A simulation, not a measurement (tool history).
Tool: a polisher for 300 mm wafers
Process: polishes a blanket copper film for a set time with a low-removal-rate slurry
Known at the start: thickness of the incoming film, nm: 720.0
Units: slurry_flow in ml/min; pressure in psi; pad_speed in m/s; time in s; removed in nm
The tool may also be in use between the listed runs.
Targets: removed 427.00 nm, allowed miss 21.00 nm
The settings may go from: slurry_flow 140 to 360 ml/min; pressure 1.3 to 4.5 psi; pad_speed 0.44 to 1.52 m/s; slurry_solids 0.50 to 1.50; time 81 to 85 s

| run | day | slurry_flow | pressure | pad_speed | slurry_solids | time | removed |
|---|---|---|---|---|---|---|---|
| 1 | 0.000 | 230 | 2.9 | 0.98 | 1.00 | 81 | 256.65 |
| 2 | 0.071 | 230 | 2.9 | 0.98 | 1.00 | 81 | 251.09 |
| 3 | 0.254 | 230 | 2.9 | 0.98 | 1.15 | 81 | 262.67 |
| 4 | 0.450 | 230 | 3.0 | 0.98 | 1.15 | 81 | 268.83 |
| 5 | 0.638 | 230 | 2.6 | 0.98 | 1.15 | 81 | 241.77 |
| 6 | 0.958 | 230 | 2.6 | 0.98 | 1.00 | 81 | 231.13 |
| 7 | 1.046 | 230 | 2.8 | 0.98 | 1.00 | 81 | 245.32 |
| 8 | 1.200 | 230 | 3.0 | 0.98 | 1.00 | 81 | 259.76 |
| 9 | 1.483 | 230 | 3.2 | 0.98 | 1.00 | 81 | 276.00 |
| 10 | 1.646 | 230 | 3.3 | 0.98 | 1.00 | 81 | 280.78 |
| 11 | 1.929 | 230 | 3.4 | 1.00 | 1.00 | 81 | 294.56 |
| 12 | 2.125 | 230 | 3.5 | 1.02 | 1.00 | 81 | 317.70 |
| 13 | 2.192 | 230 | 3.6 | 1.02 | 1.00 | 81 | 318.70 |
| 14 | 2.392 | 230 | 3.7 | 1.02 | 1.00 | 81 | 321.41 |
| 15 | 2.758 | 230 | 3.8 | 1.04 | 1.00 | 81 | 340.39 |
| 16 | 3.083 | 230 | 3.9 | 1.04 | 1.00 | 81 | 334.16 |
| 17 | 3.208 | 230 | 4.0 | 1.06 | 1.00 | 81 | 370.85 |
| 18 | 3.238 | 230 | 4.1 | 1.06 | 1.00 | 81 | 360.40 |

5 next moves are on the table. One of them brings every result within its allowed miss. Which?
| A | 3.267 | 245 | 4.3 | 1.06 | 1.00 | 81 | ? |
| B | 3.267 | 195 | 4.3 | 0.74 | 1.10 | 81 | ? |
| C | 3.267 | 160 | 3.9 | 1.30 | 1.05 | 83 | ? |
| D | 3.267 | 205 | 4.1 | 1.10 | 0.80 | 83 | ? |
| E | 3.267 | 215 | 3.8 | 1.18 | 0.95 | 84 | ? |

| move | removed |
|---|---|
| A | 387.90 |
| B | 272.91 |
| C | 425.48 |
| D | 366.99 |
| E | 389.08 |
A: nearer than the last run, and not there yet
B: further off than the last run
C: meets every target
D: nearer than the last run, and not there yet
E: nearer than the last run, and not there yet
The right move is C.
